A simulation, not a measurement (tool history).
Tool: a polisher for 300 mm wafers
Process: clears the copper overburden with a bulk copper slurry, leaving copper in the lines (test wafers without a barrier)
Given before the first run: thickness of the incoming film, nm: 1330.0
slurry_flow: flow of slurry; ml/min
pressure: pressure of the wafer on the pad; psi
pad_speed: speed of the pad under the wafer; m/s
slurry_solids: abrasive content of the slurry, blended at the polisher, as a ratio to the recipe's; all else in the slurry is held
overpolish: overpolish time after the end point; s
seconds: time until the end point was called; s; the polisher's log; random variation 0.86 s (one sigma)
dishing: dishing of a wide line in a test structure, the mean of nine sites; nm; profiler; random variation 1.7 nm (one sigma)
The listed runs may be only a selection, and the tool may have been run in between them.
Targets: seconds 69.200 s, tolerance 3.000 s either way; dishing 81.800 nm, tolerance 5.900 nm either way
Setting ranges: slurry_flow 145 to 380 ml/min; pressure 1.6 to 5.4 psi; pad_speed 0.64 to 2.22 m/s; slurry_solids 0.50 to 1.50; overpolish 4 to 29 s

run  hour  slurry_flow  pressure  pad_speed  slurry_solids  overpolish  seconds  dishing
  1   0.0          245       3.5       1.42           1.00          15   91.926  102.010
  2   4.2          245       2.9       1.42           1.00          15  107.370   89.024
  3   9.7          245       2.9       1.42           0.85          15  111.340   85.961
  4  12.9          245       3.3       1.46           0.80          12   95.131   83.950
  5  14.1          245       3.6       1.48           0.80          10   87.673   82.794
  6  19.1          245       3.6       1.48           0.80          12   87.618   91.789
  7  22.6          245       3.8       1.50           0.80          10   80.782   86.855
  8  27.4          245       3.9       1.50           0.80           9   79.084   83.948
  9  29.0          245       4.0       1.50           0.80           8   78.137   79.004
 10  31.5          245       4.1       1.50           0.80           8   75.918   79.402
 11  36.9          245       4.2       1.50           0.80           8   74.088   79.859

Below are 4 possible settings for the next run. Only one of them brings all results inside the allowed miss of their targets. Which is it?
  A  42.3          190       4.5       1.34           1.00          10        ?        ?
  B  42.3          250       4.4       1.50           0.80           8        ?        ?
  C  42.3          220       4.3       1.28           0.80          11        ?        ?
  D  42.3          275       4.7       1.30           0.65           9        ?        ?

move  seconds  dishing
   A   76.222   91.137
   B   70.377   82.633
   C   84.577   90.160
   D   76.955   84.810
A: misses by more than the last run did
B: all results in spec
C: misses by more than the last run did
D: misses by more than the last run did
B is the move that brings every result within its allowed miss.
